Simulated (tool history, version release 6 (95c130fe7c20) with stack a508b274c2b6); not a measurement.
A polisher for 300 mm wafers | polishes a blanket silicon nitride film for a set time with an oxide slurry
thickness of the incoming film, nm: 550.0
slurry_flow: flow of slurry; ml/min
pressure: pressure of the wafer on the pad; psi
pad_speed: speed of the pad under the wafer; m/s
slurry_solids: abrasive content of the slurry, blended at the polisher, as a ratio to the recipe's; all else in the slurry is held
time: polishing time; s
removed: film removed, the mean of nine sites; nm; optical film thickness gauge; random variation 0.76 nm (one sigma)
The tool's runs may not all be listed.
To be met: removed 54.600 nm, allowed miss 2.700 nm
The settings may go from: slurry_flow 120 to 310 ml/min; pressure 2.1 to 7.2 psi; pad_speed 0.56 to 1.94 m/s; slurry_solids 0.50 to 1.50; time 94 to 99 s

| run | day | slurry_flow | pressure | pad_speed | slurry_solids | time | removed |
|---|---|---|---|---|---|---|---|
| 1 | 0.000 | 200 | 4.6 | 1.24 | 1.00 | 94 | 85.414 |
| 2 | 0.221 | 200 | 4.0 | 1.22 | 1.00 | 94 | 73.123 |
| 3 | 0.529 | 200 | 4.8 | 1.22 | 1.00 | 94 | 85.530 |
| 4 | 0.858 | 200 | 4.8 | 1.22 | 1.00 | 99 | 93.465 |
| 5 | 1.233 | 200 | 4.8 | 1.22 | 0.85 | 99 | 82.982 |
| 6 | 1.471 | 200 | 5.4 | 1.22 | 0.85 | 99 | 92.077 |
| 7 | 1.675 | 200 | 4.6 | 1.20 | 0.85 | 99 | 80.118 |
| 8 | 1.929 | 200 | 4.0 | 1.18 | 0.85 | 99 | 68.024 |
| 9 | 2.267 | 200 | 3.7 | 1.18 | 0.85 | 99 | 62.829 |
| 10 | 2.442 | 200 | 3.5 | 1.18 | 0.85 | 99 | 60.668 |
| 11 | 2.542 | 200 | 3.4 | 1.18 | 0.85 | 99 | 58.094 |

4 next moves are on the table. One of them brings every result within its allowed miss. Which?
| A | 2.642 | 135 | 3.9 | 1.36 | 0.75 | 97 | ? |
| B | 2.642 | 205 | 3.8 | 1.04 | 0.90 | 99 | ? |
| C | 2.642 | 130 | 4.5 | 1.18 | 0.70 | 99 | ? |
| D | 2.642 | 215 | 3.1 | 1.26 | 0.90 | 94 | ? |

| move | removed |
|---|---|
| A | 64.972 |
| B | 61.496 |
| C | 64.258 |
| D | 56.235 |
A: further off than the last run
B: further off than the last run
C: further off than the last run
D: meets every target
Answer: D

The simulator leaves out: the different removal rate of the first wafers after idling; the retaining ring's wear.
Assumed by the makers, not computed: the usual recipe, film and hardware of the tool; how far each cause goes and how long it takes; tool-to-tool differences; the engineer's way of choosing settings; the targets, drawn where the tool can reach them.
